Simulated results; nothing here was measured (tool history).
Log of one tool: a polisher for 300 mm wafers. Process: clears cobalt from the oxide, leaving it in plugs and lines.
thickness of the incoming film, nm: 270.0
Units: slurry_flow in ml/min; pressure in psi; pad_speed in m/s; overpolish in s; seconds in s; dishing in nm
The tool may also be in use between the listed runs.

run,hour,slurry_flow,pressure,pad_speed,overpolish,seconds,dishing
1,0.0,295,1.3,1.10,24,84.202,44.449
2,3.4,295,1.3,0.84,24,103.250,38.035
3,9.5,295,1.4,0.86,26,97.071,43.289
4,15.2,295,1.4,0.86,34,100.250,49.754
5,24.0,295,1.5,0.86,34,89.791,51.727
6,26.4,295,1.2,0.86,34,114.230,46.174
7,35.4,295,1.3,0.86,34,103.670,47.957
8,38.3,295,1.7,0.90,35,80.306,53.241

Run 9 comes next. What will it give?
9,43.4,295,1.7,0.90,36,?,?

Run 9 gave seconds 78.280 s, dishing 53.559 nm.
